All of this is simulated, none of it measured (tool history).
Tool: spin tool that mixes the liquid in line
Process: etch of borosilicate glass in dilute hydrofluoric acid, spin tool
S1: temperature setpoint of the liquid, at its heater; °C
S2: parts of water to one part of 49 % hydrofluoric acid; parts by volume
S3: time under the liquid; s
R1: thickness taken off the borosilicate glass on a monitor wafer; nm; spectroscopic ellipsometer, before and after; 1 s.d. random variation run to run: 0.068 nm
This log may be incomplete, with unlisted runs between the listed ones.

Run 1, day 0: S1 20 °C, S2 250 parts by volume, S3 275 s. Result: R1 30.507 nm.
Run 2, day 0.35: S1 19.5 °C, S2 270 parts by volume, S3 275 s. Result: R1 27.407 nm.
Run 3, day 0.667: S1 21 °C, S2 270 parts by volume, S3 275 s. Result: R1 29.048 nm.
Run 4, day 0.788: S1 20 °C, S2 285 parts by volume, S3 275 s. Result: R1 26.278 nm.
Run 5, day 1.138: S1 23.5 °C, S2 285 parts by volume, S3 275 s. Result: R1 29.697 nm.
Run 6, day 1.229: S1 22 °C, S2 300 parts by volume, S3 275 s. Result: R1 26.318 nm.
Run 7, day 1.262: S1 21 °C, S2 310 parts by volume, S3 275 s. Result: R1 24.349 nm.
Run 8, day 1.388: S1 20 °C, S2 320 parts by volume, S3 275 s. Result: R1 22.516 nm.
Run 9, day 1.738: S1 19.5 °C, S2 330 parts by volume, S3 275 s. Result: R1 21.274 nm.
Run 10, day 2.05: S1 19 °C, S2 335 parts by volume, S3 275 s. Result: R1 20.556 nm.

For run 11, what comes out?
Run 11, day 2.329: S1 18.5 °C, S2 340 parts by volume, S3 275 s. Result: R1 ?.

Logged for run 11: R1 19.879 nm.

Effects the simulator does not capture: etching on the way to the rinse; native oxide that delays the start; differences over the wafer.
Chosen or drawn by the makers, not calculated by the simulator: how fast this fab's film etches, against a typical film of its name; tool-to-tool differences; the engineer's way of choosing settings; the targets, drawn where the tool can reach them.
